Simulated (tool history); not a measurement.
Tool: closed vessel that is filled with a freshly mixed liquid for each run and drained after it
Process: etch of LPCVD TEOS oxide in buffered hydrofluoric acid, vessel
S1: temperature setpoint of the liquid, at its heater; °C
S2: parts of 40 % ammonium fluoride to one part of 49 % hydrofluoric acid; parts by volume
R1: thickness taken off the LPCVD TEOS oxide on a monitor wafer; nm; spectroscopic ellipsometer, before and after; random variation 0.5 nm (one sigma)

{"run": 1, "hour": 0.0, "S1": 21, "S2": 10.5, "time in the liquid (s)": 30, "R1": 35.898}
{"run": 2, "hour": 3.4, "S1": 22, "S2": 10.5, "time in the liquid (s)": 30, "R1": 36.978}
{"run": 3, "hour": 5.1, "S1": 23, "S2": 10, "time in the liquid (s)": 30, "R1": 41.235}
{"run": 4, "hour": 9.6, "S1": 19.5, "S2": 10, "time in the liquid (s)": 30, "R1": 33.967}
{"run": 5, "hour": 14.3, "S1": 21, "S2": 10, "time in the liquid (s)": 30, "R1": 36.752}
{"run": 6, "hour": 19.1, "S1": 21, "S2": 12, "time in the liquid (s)": 30, "R1": 31.143}
{"run": 7, "hour": 19.6, "S1": 22, "S2": 11.5, "time in the liquid (s)": 30, "R1": 34.15}
{"run": 8, "hour": 24.0, "S1": 23, "S2": 11, "time in the liquid (s)": 30, "R1": 38.345}
{"run": 9, "hour": 30.4, "S1": 24, "S2": 11, "time in the liquid (s)": 30, "R1": 39.869}
{"run": 10, "hour": 38.7, "S1": 25, "S2": 11, "time in the liquid (s)": 30, "R1": 42.135}
{"run": 11, "hour": 45.5, "S1": 25.5, "S2": 11, "time in the liquid (s)": 30, "R1": 43.384}

The next listed run, before its measurement:
{"run": 12, "hour": 50.6, "S1": 26, "S2": 11, "time in the liquid (s)": 30, "R1": "?"}

Run 12 gave R1 44.433 nm.
